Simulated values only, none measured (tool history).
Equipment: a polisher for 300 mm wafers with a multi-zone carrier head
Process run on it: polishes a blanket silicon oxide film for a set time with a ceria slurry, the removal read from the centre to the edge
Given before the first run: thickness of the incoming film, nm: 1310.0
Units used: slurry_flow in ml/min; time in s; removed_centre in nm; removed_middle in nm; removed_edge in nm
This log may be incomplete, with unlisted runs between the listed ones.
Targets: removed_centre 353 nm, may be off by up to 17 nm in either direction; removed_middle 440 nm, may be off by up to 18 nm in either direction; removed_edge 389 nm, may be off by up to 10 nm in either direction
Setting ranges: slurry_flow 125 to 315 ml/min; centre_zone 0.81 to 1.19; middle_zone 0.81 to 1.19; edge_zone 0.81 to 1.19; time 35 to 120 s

run 1 hour=0 | slurry_flow=205 centre_zone=1 middle_zone=1 edge_zone=1 time=77 | removed_centre=420.54 removed_middle=487.67 removed_edge=474.2
run 2 hour=1.6 | slurry_flow=200 centre_zone=0.99 middle_zone=1 edge_zone=0.96 time=75 | removed_centre=399.23 removed_middle=464.65 removed_edge=448.77
run 3 hour=8.5 | slurry_flow=195 centre_zone=0.98 middle_zone=1.01 edge_zone=0.93 time=74 | removed_centre=399.6 removed_middle=466.18 removed_edge=439.79
run 4 hour=10.9 | slurry_flow=240 centre_zone=0.98 middle_zone=1.01 edge_zone=0.93 time=74 | removed_centre=389.2 removed_middle=466.11 removed_edge=441.57
run 5 hour=15.9 | slurry_flow=240 centre_zone=0.97 middle_zone=1.02 edge_zone=0.91 time=73 | removed_centre=400.08 removed_middle=480.51 removed_edge=430.09
run 6 hour=17.4 | slurry_flow=240 centre_zone=0.95 middle_zone=1.01 edge_zone=0.89 time=72 | removed_centre=378.28 removed_middle=468.66 removed_edge=425.17
-- hour=22.7 centre zone pressure recalibrated
run 7 hour=22.7 | slurry_flow=240 centre_zone=0.95 middle_zone=1.01 edge_zone=0.88 time=71 | removed_centre=429.54 removed_middle=462.96 removed_edge=415.92
run 8 hour=30.2 | slurry_flow=240 centre_zone=0.95 middle_zone=1.02 edge_zone=0.89 time=69 | removed_centre=416.28 removed_middle=449.08 removed_edge=404.03
run 9 hour=35.7 | slurry_flow=260 centre_zone=1.01 middle_zone=1.01 edge_zone=0.89 time=68 | removed_centre=440.51 removed_middle=440.84 removed_edge=400.78
run 10 hour=42.8 | slurry_flow=215 centre_zone=0.91 middle_zone=1.03 edge_zone=0.88 time=66 | removed_centre=373.26 removed_middle=429.94 removed_edge=386.89

Which single option among these 5 for the next run brings every result within its allowed miss of target? Just one does.
run A hour=49.9 | slurry_flow=240 centre_zone=0.94 middle_zone=0.96 edge_zone=0.88 time=66 | removed_centre=? removed_middle=? removed_edge=?
run B hour=49.9 | slurry_flow=170 centre_zone=0.95 middle_zone=1 edge_zone=0.83 time=69 | removed_centre=? removed_middle=? removed_edge=?
run C hour=49.9 | slurry_flow=235 centre_zone=1.03 middle_zone=1.07 edge_zone=1 time=60 | removed_centre=? removed_middle=? removed_edge=?
run D hour=49.9 | slurry_flow=185 centre_zone=0.9 middle_zone=1.1 edge_zone=0.95 time=66 | removed_centre=? removed_middle=? removed_edge=?
run E hour=49.9 | slurry_flow=215 centre_zone=0.97 middle_zone=0.94 edge_zone=0.87 time=68 | removed_centre=? removed_middle=? removed_edge=?

move=A removed_centre=381.93 removed_middle=408.61 removed_edge=383.8
move=B removed_centre=380.91 removed_middle=419.82 removed_edge=376.01
move=C removed_centre=379.89 removed_middle=405.83 removed_edge=369.15
move=D removed_centre=350.95 removed_middle=441.88 removed_edge=386.06
move=E removed_centre=399.58 removed_middle=407.63 removed_edge=389.26
A: further off than the last run
B: further off than the last run
C: further off than the last run
D: hits every target within its allowed miss
E: further off than the last run
The move that meets every target is D.

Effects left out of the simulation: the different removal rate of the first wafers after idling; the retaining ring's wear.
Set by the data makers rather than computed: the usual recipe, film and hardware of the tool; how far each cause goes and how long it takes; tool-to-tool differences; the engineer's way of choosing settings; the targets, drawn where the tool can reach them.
